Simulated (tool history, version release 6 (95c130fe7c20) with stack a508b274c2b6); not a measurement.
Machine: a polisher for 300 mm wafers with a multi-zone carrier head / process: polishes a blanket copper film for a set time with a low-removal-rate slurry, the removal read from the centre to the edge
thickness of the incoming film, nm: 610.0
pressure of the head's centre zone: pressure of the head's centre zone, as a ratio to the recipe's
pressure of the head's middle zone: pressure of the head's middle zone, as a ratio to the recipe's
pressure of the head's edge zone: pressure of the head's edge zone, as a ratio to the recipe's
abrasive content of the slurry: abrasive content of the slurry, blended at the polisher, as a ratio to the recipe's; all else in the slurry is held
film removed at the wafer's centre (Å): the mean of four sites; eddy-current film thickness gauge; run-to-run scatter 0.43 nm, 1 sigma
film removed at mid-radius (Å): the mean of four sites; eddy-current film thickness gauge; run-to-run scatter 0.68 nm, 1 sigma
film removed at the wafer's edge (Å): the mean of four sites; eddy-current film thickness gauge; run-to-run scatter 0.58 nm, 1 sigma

| run | hour | flow of slurry (ml/min) | pressure of the head's centre zone | pressure of the head's middle zone | pressure of the head's edge zone | abrasive content of the slurry | polishing time (s) | film removed at the wafer's centre (Å) | film removed at mid-radius (Å) | film removed at the wafer's edge (Å) |
|---|---|---|---|---|---|---|---|---|---|---|
| 1 | 0 | 275 | 1 | 1 | 1 | 1 | 35 | 728.07 | 734.47 | 752.13 |
| 2 | 6.8 | 275 | 1 | 1 | 1 | 0.85 | 35 | 707.15 | 713.45 | 716.59 |
| 3 | 10.6 | 275 | 1 | 1 | 1 | 0.95 | 35 | 719.86 | 717.74 | 748.97 |
| 4 | 15.4 | 275 | 1 | 0.94 | 1 | 0.95 | 35 | 722.45 | 686.01 | 751.5 |
| 5 | 22.5 | 210 | 1 | 0.94 | 1 | 0.95 | 35 | 707.56 | 680.15 | 738.03 |
| 6 | 31.1 | 205 | 0.99 | 0.95 | 1 | 0.95 | 35 | 690.57 | 660.76 | 720.35 |
| 7 | 31.7 | 205 | 0.99 | 0.95 | 1 | 0.95 | 35 | 696.15 | 669.17 | 727.72 |

Run 8, settings as shown, results not yet in. Your forecast:
| 8 | 38.3 | 205 | 0.98 | 0.96 | 1.01 | 0.95 | 35 | ? | ? | ? |

Run 8 came out at film removed at the wafer's centre (Å) 689.7, film removed at mid-radius (Å) 680.86, film removed at the wafer's edge (Å) 737.42.
